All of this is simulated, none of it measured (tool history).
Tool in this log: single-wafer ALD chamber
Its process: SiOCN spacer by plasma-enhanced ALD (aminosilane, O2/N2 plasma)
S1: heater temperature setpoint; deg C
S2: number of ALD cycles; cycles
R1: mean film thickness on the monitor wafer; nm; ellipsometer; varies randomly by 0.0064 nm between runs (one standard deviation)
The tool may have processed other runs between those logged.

| run | hour | S1 | S2 | R1 |
|---|---|---|---|---|
| 1 | 0.0 | 395 | 52 | 3.1907 |
| 2 | 2.8 | 395 | 51 | 3.1398 |
| 3 | 5.3 | 395 | 50 | 3.0828 |
| 4 | 13.4 | 395 | 49 | 3.0018 |
| 5 | 17.5 | 399 | 49 | 2.9751 |
|  | 21.7 | thermocouple changed; heater temperature recalibrated |
| 6 | 21.7 | 408 | 49 | 2.9443 |
| 7 | 25.1 | 409 | 48 | 2.8792 |
| 8 | 27.9 | 409 | 48 | 2.8734 |
| 9 | 33.5 | 410 | 48 | 2.8711 |

Run 10 comes next. What will it give?
| 10 | 38.8 | 411 | 48 | ? |

R1: 2.8687 nm

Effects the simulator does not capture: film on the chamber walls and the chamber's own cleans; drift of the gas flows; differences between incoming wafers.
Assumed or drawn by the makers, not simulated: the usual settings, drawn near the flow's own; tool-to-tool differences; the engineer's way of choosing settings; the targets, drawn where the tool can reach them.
